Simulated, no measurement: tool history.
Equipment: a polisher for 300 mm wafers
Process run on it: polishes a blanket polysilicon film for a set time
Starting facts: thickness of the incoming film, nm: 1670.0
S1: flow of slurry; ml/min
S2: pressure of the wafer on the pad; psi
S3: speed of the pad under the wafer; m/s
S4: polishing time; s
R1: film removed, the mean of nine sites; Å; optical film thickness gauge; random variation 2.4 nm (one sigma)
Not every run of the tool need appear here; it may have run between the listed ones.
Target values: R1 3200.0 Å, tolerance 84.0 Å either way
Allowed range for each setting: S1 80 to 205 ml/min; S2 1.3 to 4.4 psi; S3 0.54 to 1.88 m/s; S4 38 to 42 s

Run 1, hour 0.0: S1 135 ml/min, S2 2.8 psi, S3 1.20 m/s, S4 42 s. Result: R1 3588.1 Å.
Run 2, hour 2.8: S1 130 ml/min, S2 2.7 psi, S3 1.20 m/s, S4 42 s. Result: R1 3491.7 Å.
Run 3, hour 6.5: S1 130 ml/min, S2 2.6 psi, S3 1.20 m/s, S4 42 s. Result: R1 3381.2 Å.
Run 4, hour 8.7: S1 125 ml/min, S2 2.6 psi, S3 1.20 m/s, S4 42 s. Result: R1 3357.2 Å.
Run 5, hour 13.4: S1 125 ml/min, S2 2.6 psi, S3 1.36 m/s, S4 42 s. Result: R1 3778.9 Å.
Run 6, hour 15.3: S1 120 ml/min, S2 2.5 psi, S3 1.36 m/s, S4 42 s. Result: R1 3650.2 Å.
Run 7, hour 17.7: S1 115 ml/min, S2 2.4 psi, S3 1.36 m/s, S4 42 s. Result: R1 3487.4 Å.
Run 8, hour 23.9: S1 95 ml/min, S2 2.2 psi, S3 1.36 m/s, S4 42 s. Result: R1 3116.8 Å.

Consider the 4 candidate settings below. Which is the only one whose results all fall within their allowed miss of target?
Run A, hour 30.1: S1 130 ml/min, S2 2.1 psi, S3 1.44 m/s, S4 39 s. Result: R1 ?.
Run B, hour 30.1: S1 110 ml/min, S2 2.1 psi, S3 1.42 m/s, S4 39 s. Result: R1 ?.
Run C, hour 30.1: S1 80 ml/min, S2 2.7 psi, S3 1.30 m/s, S4 38 s. Result: R1 ?.
Run D, hour 30.1: S1 95 ml/min, S2 2.5 psi, S3 1.18 m/s, S4 42 s. Result: R1 ?.

move      R1
   A  3181.0
   B  3013.9
   C  2945.1
   D  2962.7
A: hits every target within its allowed miss
B: lands further from the targets than the last run did
C: lands further from the targets than the last run did
D: lands further from the targets than the last run did
Answer: A
